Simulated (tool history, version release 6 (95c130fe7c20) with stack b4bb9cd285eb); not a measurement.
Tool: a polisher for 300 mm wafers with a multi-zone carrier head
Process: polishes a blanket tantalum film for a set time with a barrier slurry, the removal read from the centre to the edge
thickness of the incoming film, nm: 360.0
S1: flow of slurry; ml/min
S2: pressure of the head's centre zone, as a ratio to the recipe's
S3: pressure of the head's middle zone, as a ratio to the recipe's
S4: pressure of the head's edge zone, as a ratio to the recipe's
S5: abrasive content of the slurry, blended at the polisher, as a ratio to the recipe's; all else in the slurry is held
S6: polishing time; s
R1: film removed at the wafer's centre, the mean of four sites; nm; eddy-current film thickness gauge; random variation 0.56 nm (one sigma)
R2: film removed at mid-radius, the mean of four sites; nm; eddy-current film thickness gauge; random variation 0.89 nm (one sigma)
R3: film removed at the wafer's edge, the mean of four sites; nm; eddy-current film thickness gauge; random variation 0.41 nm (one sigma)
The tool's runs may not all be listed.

run 1 day=0.000 | S1=165 S2=1.00 S3=1.00 S4=1.00 S5=1.00 S6=72 | R1=89.714 R2=91.516 R3=90.953
run 2 day=0.367 | S1=150 S2=0.94 S3=0.99 S4=0.99 S5=0.85 S6=70 | R1=76.672 R2=80.646 R3=81.756
run 3 day=0.488 | S1=135 S2=0.90 S3=1.01 S4=1.00 S5=0.75 S6=69 | R1=66.747 R2=73.778 R3=75.235
run 4 day=0.692 | S1=170 S2=0.90 S3=1.01 S4=1.00 S5=0.75 S6=69 | R1=70.990 R2=79.164 R3=79.265
run 5 day=0.767 | S1=170 S2=0.90 S3=1.01 S4=1.00 S5=0.65 S6=69 | R1=67.065 R2=77.473 R3=75.457
run 6 day=0.850 | S1=170 S2=0.84 S3=1.01 S4=1.00 S5=0.65 S6=69 | R1=62.389 R2=73.704 R3=75.863
run 7 day=1.150 | S1=155 S2=0.83 S3=1.02 S4=0.99 S5=0.60 S6=69 | R1=59.366 R2=72.881 R3=71.583

Run 8 comes next. What will it give?
run 8 day=1.179 | S1=105 S2=0.81 S3=0.95 S4=1.01 S5=0.50 S6=68 | R1=? R2=? R3=?

{"run 8": {"R1": 46.173, "R2": 56.128, "R3": 61.11}}

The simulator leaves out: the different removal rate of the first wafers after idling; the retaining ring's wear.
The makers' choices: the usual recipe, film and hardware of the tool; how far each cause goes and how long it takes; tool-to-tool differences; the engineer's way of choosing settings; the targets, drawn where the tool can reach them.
